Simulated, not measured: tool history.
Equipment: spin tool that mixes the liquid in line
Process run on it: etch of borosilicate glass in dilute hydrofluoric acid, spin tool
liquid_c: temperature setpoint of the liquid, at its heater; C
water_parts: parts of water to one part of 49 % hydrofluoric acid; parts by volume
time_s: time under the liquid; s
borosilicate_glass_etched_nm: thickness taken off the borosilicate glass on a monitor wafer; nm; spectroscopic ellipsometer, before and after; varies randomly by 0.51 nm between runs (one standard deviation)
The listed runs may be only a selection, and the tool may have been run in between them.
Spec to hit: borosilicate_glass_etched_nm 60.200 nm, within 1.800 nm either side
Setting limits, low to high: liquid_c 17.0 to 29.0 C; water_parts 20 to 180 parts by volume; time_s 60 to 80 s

{"run": 1, "hour": 0.0, "liquid_c": 21.0, "water_parts": 100, "time_s": 80, "borosilicate_glass_etched_nm": 19.382}
{"run": 2, "hour": 7.0, "liquid_c": 21.0, "water_parts": 120, "time_s": 80, "borosilicate_glass_etched_nm": 15.796}
{"run": 3, "hour": 8.2, "liquid_c": 23.5, "water_parts": 85, "time_s": 80, "borosilicate_glass_etched_nm": 25.644}
{"run": 4, "hour": 10.1, "liquid_c": 23.5, "water_parts": 85, "time_s": 60, "borosilicate_glass_etched_nm": 19.531}
{"run": 5, "hour": 12.5, "liquid_c": 23.5, "water_parts": 60, "time_s": 60, "borosilicate_glass_etched_nm": 28.246}
{"run": 6, "hour": 20.1, "liquid_c": 23.5, "water_parts": 75, "time_s": 60, "borosilicate_glass_etched_nm": 22.156}
{"hour": 21.4, "done": "hydrofluoric acid flow meter replaced"}
{"run": 7, "hour": 21.4, "liquid_c": 25.5, "water_parts": 55, "time_s": 65, "borosilicate_glass_etched_nm": 39.607}
{"run": 8, "hour": 26.4, "liquid_c": 26.5, "water_parts": 50, "time_s": 65, "borosilicate_glass_etched_nm": 46.221}
{"run": 9, "hour": 31.8, "liquid_c": 27.5, "water_parts": 50, "time_s": 65, "borosilicate_glass_etched_nm": 47.988}
{"run": 10, "hour": 37.0, "liquid_c": 28.0, "water_parts": 45, "time_s": 65, "borosilicate_glass_etched_nm": 54.283}
{"run": 11, "hour": 39.9, "liquid_c": 28.5, "water_parts": 45, "time_s": 65, "borosilicate_glass_etched_nm": 55.461}
{"run": 12, "hour": 46.9, "liquid_c": 29.0, "water_parts": 45, "time_s": 65, "borosilicate_glass_etched_nm": 55.868}
{"run": 13, "hour": 47.8, "liquid_c": 29.0, "water_parts": 40, "time_s": 65, "borosilicate_glass_etched_nm": 63.906}
{"run": 14, "hour": 50.0, "liquid_c": 28.5, "water_parts": 40, "time_s": 65, "borosilicate_glass_etched_nm": 62.293}

Of the 4 settings listed for the next run, only one would bring every result within its allowed miss of target. Which one?
{"run": "A", "hour": 52.2, "liquid_c": 29.0, "water_parts": 45, "time_s": 75, "borosilicate_glass_etched_nm": "?"}
{"run": "B", "hour": 52.2, "liquid_c": 27.5, "water_parts": 40, "time_s": 65, "borosilicate_glass_etched_nm": "?"}
{"run": "C", "hour": 52.2, "liquid_c": 25.5, "water_parts": 35, "time_s": 65, "borosilicate_glass_etched_nm": "?"}
{"run": "D", "hour": 52.2, "liquid_c": 27.0, "water_parts": 40, "time_s": 70, "borosilicate_glass_etched_nm": "?"}

move=A borosilicate_glass_etched_nm=65.421
move=B borosilicate_glass_etched_nm=60.513
move=C borosilicate_glass_etched_nm=64.198
move=D borosilicate_glass_etched_nm=63.863
A: its largest miss is bigger than the last run's
B: every result lands within tolerance
C: its largest miss is bigger than the last run's
D: its largest miss is bigger than the last run's
Correct choice: B, which meets every target

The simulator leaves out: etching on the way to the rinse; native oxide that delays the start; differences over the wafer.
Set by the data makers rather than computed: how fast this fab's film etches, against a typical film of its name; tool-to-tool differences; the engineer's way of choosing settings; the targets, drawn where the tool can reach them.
